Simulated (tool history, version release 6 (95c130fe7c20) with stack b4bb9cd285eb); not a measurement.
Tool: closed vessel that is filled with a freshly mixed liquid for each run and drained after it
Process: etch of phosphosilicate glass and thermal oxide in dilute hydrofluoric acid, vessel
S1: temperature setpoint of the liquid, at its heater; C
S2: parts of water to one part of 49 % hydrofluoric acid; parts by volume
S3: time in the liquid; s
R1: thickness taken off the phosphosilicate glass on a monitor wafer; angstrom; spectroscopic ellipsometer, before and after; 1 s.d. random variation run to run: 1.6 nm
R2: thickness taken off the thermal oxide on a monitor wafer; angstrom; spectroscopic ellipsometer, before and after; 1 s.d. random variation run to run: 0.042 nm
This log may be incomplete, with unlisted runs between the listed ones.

run,hour,S1,S2,S3,R1,R2
1,0,23,45,60,1915.1,65.022
2,3.8,24.5,45,60,2011.3,69.452
3,12.1,25.5,45,60,2106.8,72.316
4,19.5,26.5,45,60,2204.7,74.705
5,27.7,26.5,45,85,3078.7,107.02
6,32.9,26.5,45,105,3825.6,131.23
7,40,24,45,105,3496.3,119.56
8,41.9,22,45,105,3199.5,109.38
9,43.4,20.5,45,105,3006.5,101.72
10,52.7,19.5,45,105,2844.8,98.161
11,58.1,19,45,105,2817.5,96.044
12,62.2,18.5,45,105,2736,93.806
13,68.9,18,45,105,2673.5,92.612

Predict the results of run 14:
14,74.5,17.5,45,105,?,?

Run 14 gave R1 2648.5 angstrom, R2 89.387 angstrom.
